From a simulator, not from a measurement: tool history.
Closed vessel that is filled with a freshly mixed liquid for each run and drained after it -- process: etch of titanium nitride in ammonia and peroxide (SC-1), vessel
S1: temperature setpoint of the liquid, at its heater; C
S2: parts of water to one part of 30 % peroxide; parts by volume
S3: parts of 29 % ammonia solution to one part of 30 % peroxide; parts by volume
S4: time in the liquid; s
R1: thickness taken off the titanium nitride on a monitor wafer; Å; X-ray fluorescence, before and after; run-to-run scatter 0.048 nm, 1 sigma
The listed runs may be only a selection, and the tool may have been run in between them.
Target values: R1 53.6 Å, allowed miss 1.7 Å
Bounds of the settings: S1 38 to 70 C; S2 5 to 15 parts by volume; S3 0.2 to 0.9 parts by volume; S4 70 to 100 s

{"run": 1, "hour": 0.0, "S1": 54, "S2": 8.5, "S3": 0.5, "S4": 100, "R1": 106.63}
{"run": 2, "hour": 8.2, "S1": 58, "S2": 8.5, "S3": 0.5, "S4": 100, "R1": 140.04}
{"run": 3, "hour": 12.0, "S1": 58, "S2": 8.5, "S3": 0.5, "S4": 100, "R1": 140.96}
{"run": 4, "hour": 17.3, "S1": 56, "S2": 8.5, "S3": 0.5, "S4": 100, "R1": 123.5}
{"run": 5, "hour": 25.1, "S1": 56, "S2": 10.5, "S3": 0.5, "S4": 100, "R1": 110.25}
{"run": 6, "hour": 30.8, "S1": 56, "S2": 13.5, "S3": 0.5, "S4": 100, "R1": 97.021}
{"run": 7, "hour": 38.3, "S1": 55, "S2": 13.5, "S3": 0.5, "S4": 100, "R1": 91.123}
{"run": 8, "hour": 39.2, "S1": 54, "S2": 13.5, "S3": 0.5, "S4": 100, "R1": 83.657}
{"run": 9, "hour": 40.8, "S1": 54, "S2": 13.5, "S3": 0.5, "S4": 100, "R1": 84.543}
{"run": 10, "hour": 42.1, "S1": 46, "S2": 13.5, "S3": 0.5, "S4": 100, "R1": 48.704}

Of the 4 settings listed for the next run, only one would bring every result within its allowed miss of target. Which one?
{"run": "A", "hour": 43.4, "S1": 51, "S2": 10.5, "S3": 0.45, "S4": 70, "R1": "?"}
{"run": "B", "hour": 43.4, "S1": 43.5, "S2": 5.5, "S3": 0.3, "S4": 100, "R1": "?"}
{"run": "C", "hour": 43.4, "S1": 46.5, "S2": 13, "S3": 0.5, "S4": 90, "R1": "?"}
{"run": "D", "hour": 43.4, "S1": 45, "S2": 11, "S3": 0.5, "S4": 100, "R1": "?"}

move=A R1=53.431
move=B R1=58.009
move=C R1=45.546
move=D R1=49.691
A: all results land within tolerance of their targets
B: carries the result that was furthest off beyond its target, to the other side
C: the biggest miss grows against the last run
D: gains on the last run, yet a result remains outside its allowed miss
Go with A: it meets all targets.
